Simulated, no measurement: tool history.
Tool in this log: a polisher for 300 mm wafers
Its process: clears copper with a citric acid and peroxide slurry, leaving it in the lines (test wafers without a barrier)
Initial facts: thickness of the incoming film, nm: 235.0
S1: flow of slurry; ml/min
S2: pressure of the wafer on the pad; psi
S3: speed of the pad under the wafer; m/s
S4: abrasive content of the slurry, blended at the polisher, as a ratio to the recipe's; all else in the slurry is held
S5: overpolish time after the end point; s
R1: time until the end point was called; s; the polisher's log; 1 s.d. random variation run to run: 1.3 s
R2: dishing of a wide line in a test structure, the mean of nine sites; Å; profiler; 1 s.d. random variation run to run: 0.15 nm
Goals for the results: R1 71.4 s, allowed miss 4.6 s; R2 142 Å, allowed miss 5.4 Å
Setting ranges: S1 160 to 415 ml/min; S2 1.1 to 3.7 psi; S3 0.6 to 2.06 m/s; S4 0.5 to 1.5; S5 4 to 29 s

run 1 hour=0 | S1=265 S2=2.4 S3=1.32 S4=1 S5=15 | R1=82.632 R2=281.68
run 2 hour=1.5 | S1=265 S2=2.4 S3=1.2 S4=1 S5=15 | R1=94.807 R2=258.51
run 3 hour=8.8 | S1=265 S2=2.4 S3=1.2 S4=1.1 S5=15 | R1=88.105 R2=266.58
run 4 hour=17.1 | S1=260 S2=2.3 S3=1.22 S4=1.15 S5=13 | R1=92.371 R2=229.12
run 5 hour=23.5 | S1=260 S2=2.3 S3=1.02 S4=1.15 S5=13 | R1=109.58 R2=197.42
run 6 hour=24.9 | S1=260 S2=2 S3=1.02 S4=1.15 S5=13 | R1=120.02 R2=176.66
run 7 hour=33.5 | S1=260 S2=2 S3=1.02 S4=1.15 S5=13 | R1=120.21 R2=178.16
run 8 hour=40.2 | S1=270 S2=2 S3=1.08 S4=1.2 S5=12 | R1=118.51 R2=171.02
run 9 hour=48.9 | S1=255 S2=2.1 S3=1.12 S4=1.2 S5=11 | R1=103.8 R2=172
run 10 hour=51.7 | S1=245 S2=2.2 S3=1.14 S4=1.2 S5=10 | R1=100.83 R2=164.91
run 11 hour=54.9 | S1=200 S2=2.8 S3=1.2 S4=1.15 S5=4 | R1=82.576 R2=86.182
run 12 hour=60 | S1=225 S2=2.8 S3=1.2 S4=1.15 S5=4 | R1=79.915 R2=84.646
run 13 hour=66.6 | S1=225 S2=2.8 S3=1.2 S4=1.15 S5=4 | R1=79.988 R2=87.292
run 14 hour=70.6 | S1=225 S2=2.7 S3=1.26 S4=1.2 S5=4 | R1=78.638 R2=89.331
run 15 hour=77.2 | S1=225 S2=2.6 S3=1.3 S4=1.2 S5=4 | R1=80.362 R2=89.33
run 16 hour=81.5 | S1=225 S2=2.6 S3=1.34 S4=1.2 S5=4 | R1=73.969 R2=90.431
run 17 hour=89.1 | S1=225 S2=2.6 S3=1.34 S4=1.2 S5=5 | R1=76.996 R2=111.09
run 18 hour=93.8 | S1=225 S2=2.6 S3=1.36 S4=1.2 S5=5 | R1=75.588 R2=113.11
run 19 hour=100.5 | S1=225 S2=2.6 S3=1.38 S4=1.2 S5=5 | R1=74.527 R2=115.75
run 20 hour=102.2 | S1=225 S2=2.6 S3=1.4 S4=1.2 S5=5 | R1=73.475 R2=118.26
run 21 hour=105.2 | S1=225 S2=2.6 S3=1.42 S4=1.2 S5=5 | R1=70.418 R2=117.95
run 22 hour=105.8 | S1=225 S2=2.5 S3=1.44 S4=1.2 S5=5 | R1=71.89 R2=118.24
run 23 hour=114.4 | S1=225 S2=2.5 S3=1.46 S4=1.2 S5=5 | R1=71.718 R2=120.67
run 24 hour=120.1 | S1=215 S2=2.5 S3=1.46 S4=1.2 S5=8 | R1=71.713 R2=182.01
run 25 hour=123.3 | S1=230 S2=2.5 S3=1.46 S4=1.2 S5=8 | R1=71.365 R2=182.58
run 26 hour=129.6 | S1=245 S2=2.5 S3=1.46 S4=1.2 S5=8 | R1=69.281 R2=186.41

5 next moves are on the table. One of them brings every result within its allowed miss. Which?
run A hour=135.9 | S1=235 S2=2.7 S3=1.28 S4=1.3 S5=7 | R1=? R2=?
run B hour=135.9 | S1=330 S2=2.1 S3=1.7 S4=1.35 S5=5 | R1=? R2=?
run C hour=135.9 | S1=200 S2=3 S3=1.28 S4=1.4 S5=12 | R1=? R2=?
run D hour=135.9 | S1=230 S2=2 S3=1.8 S4=1.05 S5=11 | R1=? R2=?
run E hour=135.9 | S1=245 S2=2.6 S3=1.4 S4=1.3 S5=6 | R1=? R2=?

move=A R1=74.616 R2=155.08
move=B R1=67.646 R2=123
move=C R1=67.915 R2=280.39
move=D R1=71.725 R2=243.1
move=E R1=70.398 R2=141.45
A: closes in on the targets versus the last run, not all within tolerance yet
B: takes the biggest miss from the last run beyond its target
C: its largest miss is bigger than the last run's
D: its largest miss is bigger than the last run's
E: all results land within tolerance of their targets
E meets every target.
